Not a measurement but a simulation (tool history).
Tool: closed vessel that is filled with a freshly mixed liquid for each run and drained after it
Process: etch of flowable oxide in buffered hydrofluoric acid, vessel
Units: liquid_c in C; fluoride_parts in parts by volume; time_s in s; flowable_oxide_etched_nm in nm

Run 1, hour 0.0: liquid_c 24.0 C, fluoride_parts 17.5 parts by volume, time_s 35 s. Result: flowable_oxide_etched_nm 55.429 nm.
Run 2, hour 3.5: liquid_c 20.5 C, fluoride_parts 17.5 parts by volume, time_s 35 s. Result: flowable_oxide_etched_nm 45.115 nm.
Run 3, hour 7.5: liquid_c 22.5 C, fluoride_parts 17.5 parts by volume, time_s 35 s. Result: flowable_oxide_etched_nm 50.286 nm.
Run 4, hour 14.9: liquid_c 24.0 C, fluoride_parts 17.5 parts by volume, time_s 35 s. Result: flowable_oxide_etched_nm 54.295 nm.
Run 5, hour 24.1: liquid_c 24.0 C, fluoride_parts 17.5 parts by volume, time_s 30 s. Result: flowable_oxide_etched_nm 46.193 nm.
Run 6, hour 28.0: liquid_c 24.0 C, fluoride_parts 14.0 parts by volume, time_s 30 s. Result: flowable_oxide_etched_nm 58.315 nm.
Run 7, hour 36.2: liquid_c 24.0 C, fluoride_parts 14.0 parts by volume, time_s 30 s. Result: flowable_oxide_etched_nm 59.083 nm.
Run 8, hour 38.5: liquid_c 24.5 C, fluoride_parts 14.0 parts by volume, time_s 30 s. Result: flowable_oxide_etched_nm 60.405 nm.
Run 9, hour 44.9: liquid_c 25.0 C, fluoride_parts 14.0 parts by volume, time_s 30 s. Result: flowable_oxide_etched_nm 61.247 nm.
Run 10, hour 51.4: liquid_c 25.5 C, fluoride_parts 14.0 parts by volume, time_s 30 s. Result: flowable_oxide_etched_nm 62.794 nm.

Forecast run 11:
Run 11, hour 57.4: liquid_c 26.0 C, fluoride_parts 14.0 parts by volume, time_s 30 s. Result: flowable_oxide_etched_nm ?.

Run 11 gave flowable_oxide_etched_nm 64.968 nm.

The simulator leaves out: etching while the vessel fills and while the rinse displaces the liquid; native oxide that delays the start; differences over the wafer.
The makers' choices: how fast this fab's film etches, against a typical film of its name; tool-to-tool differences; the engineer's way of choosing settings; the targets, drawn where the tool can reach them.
